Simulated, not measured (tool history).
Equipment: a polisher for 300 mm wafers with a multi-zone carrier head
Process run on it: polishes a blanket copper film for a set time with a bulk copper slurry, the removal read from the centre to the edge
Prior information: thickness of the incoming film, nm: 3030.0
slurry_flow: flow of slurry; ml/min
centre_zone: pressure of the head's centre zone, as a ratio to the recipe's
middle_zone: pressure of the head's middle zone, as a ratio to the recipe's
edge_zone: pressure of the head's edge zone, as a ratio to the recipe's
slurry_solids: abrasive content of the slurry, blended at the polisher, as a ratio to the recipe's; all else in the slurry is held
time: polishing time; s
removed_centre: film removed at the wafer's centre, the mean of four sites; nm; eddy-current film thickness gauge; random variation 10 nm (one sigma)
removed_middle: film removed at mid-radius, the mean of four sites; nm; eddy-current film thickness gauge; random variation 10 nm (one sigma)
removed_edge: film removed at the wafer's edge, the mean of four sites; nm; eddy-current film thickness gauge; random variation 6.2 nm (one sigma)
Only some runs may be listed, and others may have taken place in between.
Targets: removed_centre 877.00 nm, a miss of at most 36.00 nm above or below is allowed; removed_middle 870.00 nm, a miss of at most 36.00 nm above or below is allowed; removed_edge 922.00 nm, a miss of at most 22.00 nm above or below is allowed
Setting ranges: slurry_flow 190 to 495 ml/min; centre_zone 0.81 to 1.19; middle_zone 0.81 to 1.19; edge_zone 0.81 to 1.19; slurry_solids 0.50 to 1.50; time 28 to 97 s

| run | hour | slurry_flow | centre_zone | middle_zone | edge_zone | slurry_solids | time | removed_centre | removed_middle | removed_edge |
|---|---|---|---|---|---|---|---|---|---|---|
| 1 | 0.0 | 320 | 1.00 | 1.00 | 1.00 | 1.00 | 62 | 664.05 | 633.20 | 657.07 |
| 2 | 4.2 | 325 | 1.00 | 1.02 | 1.05 | 1.15 | 65 | 706.76 | 695.16 | 738.84 |
| 3 | 5.7 | 325 | 1.00 | 0.96 | 1.05 | 1.15 | 65 | 707.69 | 690.51 | 740.44 |
| 4 | 8.0 | 325 | 1.00 | 0.96 | 1.05 | 1.15 | 73 | 806.94 | 773.47 | 822.79 |
| 5 | 12.9 | 325 | 1.00 | 0.96 | 1.05 | 1.15 | 83 | 915.14 | 862.84 | 947.66 |
| 6 | 14.0 | 325 | 1.00 | 0.96 | 1.05 | 1.15 | 96 | 1069.90 | 1015.60 | 1086.90 |
| 7 | 19.0 | 315 | 0.96 | 0.93 | 1.00 | 1.05 | 96 | 991.08 | 953.86 | 1039.80 |
| 8 | 24.1 | 305 | 0.94 | 0.92 | 0.95 | 1.00 | 96 | 957.70 | 930.56 | 994.55 |
| 9 | 26.0 | 300 | 0.92 | 0.91 | 0.92 | 0.95 | 96 | 940.25 | 912.09 | 966.76 |
| 10 | 30.4 | 280 | 0.85 | 0.88 | 0.88 | 0.85 | 96 | 829.31 | 872.22 | 916.06 |

Pick the move, out of 5, that brings all results within their allowed miss; only one does.
| A | 34.8 | 265 | 0.84 | 0.96 | 0.88 | 0.90 | 94 | ? | ? | ? |
| B | 34.8 | 315 | 0.81 | 0.95 | 0.88 | 0.80 | 91 | ? | ? | ? |
| C | 34.8 | 325 | 0.87 | 0.88 | 0.87 | 0.90 | 95 | ? | ? | ? |
| D | 34.8 | 295 | 0.81 | 0.91 | 0.85 | 0.85 | 93 | ? | ? | ? |
| E | 34.8 | 345 | 0.81 | 0.97 | 0.90 | 0.95 | 91 | ? | ? | ? |

| move | removed_centre | removed_middle | removed_edge |
|---|---|---|---|
| A | 823.79 | 908.25 | 905.28 |
| B | 767.61 | 863.61 | 863.30 |
| C | 878.32 | 881.57 | 926.87 |
| D | 790.43 | 862.80 | 877.88 |
| E | 809.83 | 924.15 | 917.12 |
A: the biggest miss grows against the last run
B: the biggest miss grows against the last run
C: meets every target
D: the biggest miss grows against the last run
E: the biggest miss grows against the last run
Go with C: it meets all targets.
